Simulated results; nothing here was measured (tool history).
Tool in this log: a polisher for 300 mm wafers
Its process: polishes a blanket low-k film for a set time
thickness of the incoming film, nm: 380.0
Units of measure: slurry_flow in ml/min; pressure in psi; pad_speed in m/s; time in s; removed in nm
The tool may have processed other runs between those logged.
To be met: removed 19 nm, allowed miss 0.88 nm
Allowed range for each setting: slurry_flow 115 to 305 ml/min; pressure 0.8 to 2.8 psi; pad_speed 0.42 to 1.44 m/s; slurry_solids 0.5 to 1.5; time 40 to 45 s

| run | hour | slurry_flow | pressure | pad_speed | slurry_solids | time | removed |
|---|---|---|---|---|---|---|---|
| 1 | 0 | 195 | 1.8 | 0.92 | 1 | 45 | 14.448 |
| 2 | 7.3 | 195 | 1.8 | 0.92 | 1 | 40 | 12.962 |
| 3 | 12.8 | 195 | 1.8 | 0.92 | 1.1 | 40 | 13.066 |
| 4 | 15.1 | 195 | 1.8 | 0.92 | 1.1 | 45 | 14.805 |
| 5 | 19 | 195 | 1.8 | 0.92 | 1.1 | 40 | 13.243 |
| 6 | 23.8 | 195 | 1.8 | 0.8 | 1.1 | 40 | 11.835 |
|  | 25.7 | worn pad replaced by a new one |
| 7 | 25.7 | 195 | 2 | 0.82 | 1.1 | 40 | 14.684 |
| 8 | 28.1 | 195 | 2.1 | 0.82 | 1.1 | 40 | 15.221 |

Exactly one of the 5 candidate moves below puts every result within its allowed miss. Which one?
| A | 30.5 | 200 | 2.2 | 1 | 1.1 | 42 | ? |
| B | 30.5 | 190 | 2.1 | 0.84 | 1.05 | 45 | ? |
| C | 30.5 | 200 | 1.9 | 1 | 1.4 | 40 | ? |
| D | 30.5 | 190 | 2.1 | 0.86 | 1.15 | 41 | ? |
| E | 30.5 | 280 | 1.9 | 0.92 | 1.2 | 42 | ? |

| move | removed |
|---|---|
| A | 18.677 |
| B | 16.786 |
| C | 16.994 |
| D | 16.083 |
| E | 16.584 |
A: every result within its allowed miss
B: an improvement on the last run, though not all results are within tolerance
C: an improvement on the last run, though not all results are within tolerance
D: an improvement on the last run, though not all results are within tolerance
E: an improvement on the last run, though not all results are within tolerance
Answer: A
